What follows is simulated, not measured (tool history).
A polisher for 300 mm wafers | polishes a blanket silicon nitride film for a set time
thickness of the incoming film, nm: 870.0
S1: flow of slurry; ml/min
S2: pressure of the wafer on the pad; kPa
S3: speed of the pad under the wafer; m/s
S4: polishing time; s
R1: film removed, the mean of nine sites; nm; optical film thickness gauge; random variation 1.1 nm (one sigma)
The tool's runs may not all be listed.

{"run": 1, "day": 0.0, "S1": 150, "S2": 30.3, "S3": 0.9, "S4": 21, "R1": 50.796}
{"run": 2, "day": 0.083, "S1": 150, "S2": 33.8, "S3": 0.92, "S4": 21, "R1": 56.739}
{"run": 3, "day": 0.121, "S1": 150, "S2": 36.5, "S3": 0.94, "S4": 21, "R1": 62.296}
{"run": 4, "day": 0.296, "S1": 150, "S2": 38.6, "S3": 0.96, "S4": 21, "R1": 65.621}
{"run": 5, "day": 0.558, "S1": 150, "S2": 38.6, "S3": 0.96, "S4": 21, "R1": 66.229}
{"run": 6, "day": 0.612, "S1": 150, "S2": 38.6, "S3": 0.96, "S4": 21, "R1": 66.072}

Run 7 comes next. What will it give?
{"run": 7, "day": 0.696, "S1": 150, "S2": 40, "S3": 0.98, "S4": 21, "R1": "?"}

R1: 68.66 nm
